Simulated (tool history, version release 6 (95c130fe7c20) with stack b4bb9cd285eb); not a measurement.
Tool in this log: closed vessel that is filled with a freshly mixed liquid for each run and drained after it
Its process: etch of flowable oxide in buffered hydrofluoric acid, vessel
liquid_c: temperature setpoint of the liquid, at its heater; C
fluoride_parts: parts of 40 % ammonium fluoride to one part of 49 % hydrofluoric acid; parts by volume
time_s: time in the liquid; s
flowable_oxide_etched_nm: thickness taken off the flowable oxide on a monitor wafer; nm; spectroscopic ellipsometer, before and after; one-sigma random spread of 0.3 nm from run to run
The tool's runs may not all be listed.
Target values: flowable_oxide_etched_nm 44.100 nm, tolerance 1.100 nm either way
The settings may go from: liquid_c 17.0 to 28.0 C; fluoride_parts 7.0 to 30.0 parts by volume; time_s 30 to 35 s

run  hour  liquid_c  fluoride_parts  time_s  flowable_oxide_etched_nm
  1   0.0      20.0            20.0      35                    35.852
  2   4.2      20.5            20.0      35                    36.563
  3   8.4      20.5            18.0      35                    41.124
  4  14.9      20.5            20.0      35                    37.030
     16.0  -- thermometer replaced
  5  16.0      20.5            20.0      35                    32.253
  6  20.9      20.5            20.0      35                    32.487
  7  26.0      21.5            19.5      35                    35.526
  8  29.6      21.5            19.0      35                    36.406
  9  38.3      21.5            18.5      35                    37.413
 10  44.8      21.5            18.0      35                    38.575
 11  52.3      21.5            17.5      35                    39.256
 12  60.6      21.5            17.0      35                    40.232
 13  66.6      21.5            16.5      35                    42.157

Next run, 4 choices. One meets every target within its allowed miss, the rest don't. Which?
  A  72.6      21.0            14.0      30                         ?
  B  72.6      20.0            15.5      35                         ?
  C  72.6      19.5            15.0      35                         ?
  D  72.6      17.5            12.5      35                         ?

move  flowable_oxide_etched_nm
   A                    40.202
   B                    40.130
   C                    40.299
   D                    43.040
A: misses by more than the last run did
B: misses by more than the last run did
C: misses by more than the last run did
D: every result lands within tolerance
Correct choice: D, which meets every target

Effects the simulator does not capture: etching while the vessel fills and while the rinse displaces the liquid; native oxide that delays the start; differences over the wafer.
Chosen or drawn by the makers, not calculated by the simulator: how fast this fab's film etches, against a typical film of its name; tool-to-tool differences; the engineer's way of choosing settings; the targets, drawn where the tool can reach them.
